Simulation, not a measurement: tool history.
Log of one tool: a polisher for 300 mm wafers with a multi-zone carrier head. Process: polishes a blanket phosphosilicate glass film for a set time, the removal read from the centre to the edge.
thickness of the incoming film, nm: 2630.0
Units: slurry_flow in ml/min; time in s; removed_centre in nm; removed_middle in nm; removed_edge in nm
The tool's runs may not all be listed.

Run 1, hour 0: slurry_flow 280 ml/min, centre_zone 1, middle_zone 1, edge_zone 1, slurry_solids 1, time 70 s. Result: removed_centre 560.12 nm, removed_middle 546.68 nm, removed_edge 542.15 nm.
Run 2, hour 1.6: slurry_flow 280 ml/min, centre_zone 1, middle_zone 0.99, edge_zone 0.98, slurry_solids 0.95, time 66 s. Result: removed_centre 502.64 nm, removed_middle 500.08 nm, removed_edge 502.98 nm.
Run 3, hour 3.5: slurry_flow 280 ml/min, centre_zone 1, middle_zone 1.07, edge_zone 0.98, slurry_solids 0.95, time 66 s. Result: removed_centre 508.05 nm, removed_middle 532.98 nm, removed_edge 495.16 nm.
Run 4, hour 12.1: slurry_flow 280 ml/min, centre_zone 1.05, middle_zone 1.07, edge_zone 0.98, slurry_solids 0.95, time 66 s. Result: removed_centre 544.68 nm, removed_middle 528.12 nm, removed_edge 504.36 nm.
Run 5, hour 15.1: slurry_flow 280 ml/min, centre_zone 1.1, middle_zone 1.07, edge_zone 0.98, slurry_solids 0.95, time 66 s. Result: removed_centre 562.43 nm, removed_middle 531.44 nm, removed_edge 495.84 nm.
Run 6, hour 21.2: slurry_flow 280 ml/min, centre_zone 1.11, middle_zone 1.06, edge_zone 0.96, slurry_solids 0.9, time 63 s. Result: removed_centre 532.16 nm, removed_middle 485.95 nm, removed_edge 457.89 nm.
Run 7, hour 25.6: slurry_flow 280 ml/min, centre_zone 1.1, middle_zone 1.05, edge_zone 0.94, slurry_solids 0.85, time 61 s. Result: removed_centre 497.22 nm, removed_middle 459.2 nm, removed_edge 426.44 nm.
Run 8, hour 31.9: slurry_flow 280 ml/min, centre_zone 1.09, middle_zone 1.03, edge_zone 0.93, slurry_solids 0.8, time 59 s. Result: removed_centre 460.44 nm, removed_middle 424.37 nm, removed_edge 404.46 nm.
Run 9, hour 39.1: slurry_flow 280 ml/min, centre_zone 1.09, middle_zone 1.02, edge_zone 0.92, slurry_solids 0.75, time 57 s. Result: removed_centre 437.13 nm, removed_middle 398.37 nm, removed_edge 370.76 nm.
Run 10, hour 42.6: slurry_flow 245 ml/min, centre_zone 0.99, middle_zone 0.92, edge_zone 0.83, slurry_solids 0.5, time 56 s. Result: removed_centre 310.05 nm, removed_middle 291.18 nm, removed_edge 284.57 nm.

The next listed run, before its measurement:
Run 11, hour 47.4: slurry_flow 250 ml/min, centre_zone 1, middle_zone 0.92, edge_zone 0.83, slurry_solids 0.5, time 56 s. Result: removed_centre ?, removed_middle ?, removed_edge ?.

{"run 11": {"removed_centre": 312.65, "removed_middle": 288.66, "removed_edge": 282.83}}

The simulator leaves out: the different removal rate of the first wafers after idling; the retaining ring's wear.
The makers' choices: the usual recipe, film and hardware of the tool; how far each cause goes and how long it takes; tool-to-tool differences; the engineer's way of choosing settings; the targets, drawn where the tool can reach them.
